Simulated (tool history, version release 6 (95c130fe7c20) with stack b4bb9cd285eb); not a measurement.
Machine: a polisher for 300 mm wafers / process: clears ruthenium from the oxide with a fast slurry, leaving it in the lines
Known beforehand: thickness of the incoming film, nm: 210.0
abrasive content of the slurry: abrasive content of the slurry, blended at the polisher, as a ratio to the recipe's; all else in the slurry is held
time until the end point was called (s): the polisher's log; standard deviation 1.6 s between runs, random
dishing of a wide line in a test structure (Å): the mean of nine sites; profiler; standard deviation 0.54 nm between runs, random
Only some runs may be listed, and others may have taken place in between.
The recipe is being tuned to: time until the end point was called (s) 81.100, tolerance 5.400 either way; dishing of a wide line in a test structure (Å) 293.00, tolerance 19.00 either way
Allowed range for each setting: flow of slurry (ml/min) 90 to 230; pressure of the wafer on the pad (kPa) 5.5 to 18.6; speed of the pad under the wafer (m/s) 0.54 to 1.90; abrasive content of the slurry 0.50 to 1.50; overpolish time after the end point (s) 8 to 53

run    day  flow of slurry (ml/min)  pressure of the wafer on the pad (kPa)  speed of the pad under the wafer (m/s)  abrasive content of the slurry  overpolish time after the end point (s)  time until the end point was called (s)  dishing of a wide line in a test structure (Å)
  1  0.000                      150                                    11.7                                    1.22                            1.00                                       27                                   65.189                                          521.31
  2  0.079                      150                                    11.7                                    1.22                            1.15                                       27                                   62.425                                          539.75
  3  0.258                      150                                    11.7                                    1.50                            1.15                                       27                                   49.771                                          606.31
  4  0.550                      150                                    11.7                                    1.50                            1.00                                       27                                   54.389                                          593.86
  5  0.846                      150                                    11.0                                    1.46                            1.05                                       24                                   57.265                                          522.60
  6  1.204                      150                                    11.0                                    1.46                            1.05                                       15                                   59.065                                          399.77
  7  1.496                      150                                    11.0                                    1.46                            1.05                                       15                                   57.166                                          401.39
  8  1.788                      150                                    10.3                                    1.46                            1.05                                       14                                   61.093                                          363.42
  9  1.846                      150                                     9.7                                    1.46                            1.05                                       14                                   62.731                                          361.74
 10  2.033                      150                                     9.0                                    1.46                            1.05                                       14                                   69.054                                          329.28

Below are 5 possible settings for the next run. Only one of them brings all results inside the allowed miss of their targets. Which is it?
  A  2.221                      170                                     6.2                                    1.52                            1.05                                       16                                        ?                                               ?
  B  2.221                       90                                     9.7                                    1.52                            1.25                                       18                                        ?                                               ?
  C  2.221                      140                                     8.3                                    1.38                            1.00                                       14                                        ?                                               ?
  D  2.221                      140                                     7.6                                    1.38                            0.95                                       13                                        ?                                               ?
  E  2.221                      165                                     7.6                                    1.48                            1.00                                       18                                        ?                                               ?

move  time until the end point was called (s)  dishing of a wide line in a test structure (Å)
   A                                   93.906                                          294.32
   B                                   61.854                                          432.28
   C                                   82.930                                          292.20
   D                                   93.062                                          251.12
   E                                   82.312                                          355.20
A: takes the biggest miss from the last run beyond its target
B: further off than the last run
C: each result inside its tolerance
D: takes the biggest miss from the last run beyond its target
E: gets the furthest-off result to its target, but another result is out of tolerance
C meets every target.
